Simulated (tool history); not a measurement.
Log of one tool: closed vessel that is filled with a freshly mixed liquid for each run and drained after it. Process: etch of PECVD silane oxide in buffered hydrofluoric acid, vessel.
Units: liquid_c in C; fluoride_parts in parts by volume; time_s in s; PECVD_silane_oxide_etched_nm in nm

run 1 hour=0.0 | liquid_c=23.0 fluoride_parts=19.0 time_s=95 | PECVD_silane_oxide_etched_nm=122.47
run 2 hour=6.5 | liquid_c=23.0 fluoride_parts=19.0 time_s=100 | PECVD_silane_oxide_etched_nm=128.53
run 3 hour=15.3 | liquid_c=23.0 fluoride_parts=15.5 time_s=100 | PECVD_silane_oxide_etched_nm=156.12
run 4 hour=17.3 | liquid_c=23.0 fluoride_parts=15.5 time_s=100 | PECVD_silane_oxide_etched_nm=156.52
run 5 hour=21.2 | liquid_c=22.0 fluoride_parts=16.0 time_s=100 | PECVD_silane_oxide_etched_nm=142.80
run 6 hour=23.8 | liquid_c=22.0 fluoride_parts=10.5 time_s=100 | PECVD_silane_oxide_etched_nm=215.20
run 7 hour=30.6 | liquid_c=21.0 fluoride_parts=11.5 time_s=100 | PECVD_silane_oxide_etched_nm=189.83

Forecast run 8:
run 8 hour=39.2 | liquid_c=20.5 fluoride_parts=12.5 time_s=100 | PECVD_silane_oxide_etched_nm=?

Run 8 gave PECVD_silane_oxide_etched_nm 168.68 nm.
